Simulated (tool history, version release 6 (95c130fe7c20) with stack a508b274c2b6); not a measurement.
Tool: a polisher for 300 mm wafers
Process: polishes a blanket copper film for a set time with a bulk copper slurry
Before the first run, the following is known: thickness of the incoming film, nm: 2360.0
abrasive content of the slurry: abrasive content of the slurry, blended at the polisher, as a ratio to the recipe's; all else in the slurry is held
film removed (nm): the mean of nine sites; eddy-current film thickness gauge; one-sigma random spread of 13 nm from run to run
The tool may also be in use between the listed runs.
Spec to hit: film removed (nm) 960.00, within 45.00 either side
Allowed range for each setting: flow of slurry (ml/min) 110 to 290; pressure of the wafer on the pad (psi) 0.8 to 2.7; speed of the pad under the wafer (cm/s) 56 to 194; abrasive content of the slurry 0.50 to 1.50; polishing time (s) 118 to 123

run,hour,flow of slurry (ml/min),pressure of the wafer on the pad (psi),speed of the pad under the wafer (cm/s),abrasive content of the slurry,polishing time (s),film removed (nm)
1,0.0,185,1.7,124,1.00,118,741.61
2,8.5,185,1.4,124,1.00,118,641.44
3,16.4,185,1.4,148,1.00,118,702.61
4,24.4,185,1.4,134,1.00,118,652.48
5,33.2,185,1.1,134,1.00,118,516.75
6,34.4,185,0.8,134,1.00,118,408.29
7,40.4,185,0.9,134,1.00,118,455.27
8,48.8,185,1.0,134,1.00,118,496.87
9,53.3,185,1.1,134,1.00,118,536.65
10,60.3,185,1.2,134,1.00,118,573.10
11,65.3,185,1.3,134,1.00,118,604.00
12,68.2,185,1.3,134,1.00,118,606.48
13,75.1,190,1.8,138,1.00,118,858.07
14,77.7,190,1.9,138,1.00,118,896.23

Exercise: of the 4 proposed moves below, exactly one satisfies all targets within the stated allowed misses. Which move is it?
A,80.3,205,1.8,128,0.95,120,?
B,80.3,175,1.9,126,1.05,120,?
C,80.3,200,1.9,134,1.10,123,?
D,80.3,220,1.9,122,1.00,118,?

move,film removed (nm)
A,812.61
B,849.49
C,943.77
D,826.69
A: the biggest miss grows against the last run
B: the biggest miss grows against the last run
C: all results in spec
D: the biggest miss grows against the last run
Correct choice: C, which meets every target
